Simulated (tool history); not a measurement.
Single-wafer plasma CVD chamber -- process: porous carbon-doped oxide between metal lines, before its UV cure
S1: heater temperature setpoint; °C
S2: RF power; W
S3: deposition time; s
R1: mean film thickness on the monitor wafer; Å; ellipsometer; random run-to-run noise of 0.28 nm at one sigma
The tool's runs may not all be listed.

run,hour,S1,S2,S3,R1
1,0,295,600,18.4,1105.1
2,5.8,299,575,18.4,1040.1
3,9,299,575,19,1070.3
4,10.2,299,575,19,1066.4
5,16.2,293,575,19,1106.4
6,21.1,293,655,19,1248.9
7,21.8,297,620,18.9,1162

Expected results for the next run?
8,26.5,300,590,18.9,?

R1: 1086.2 Å
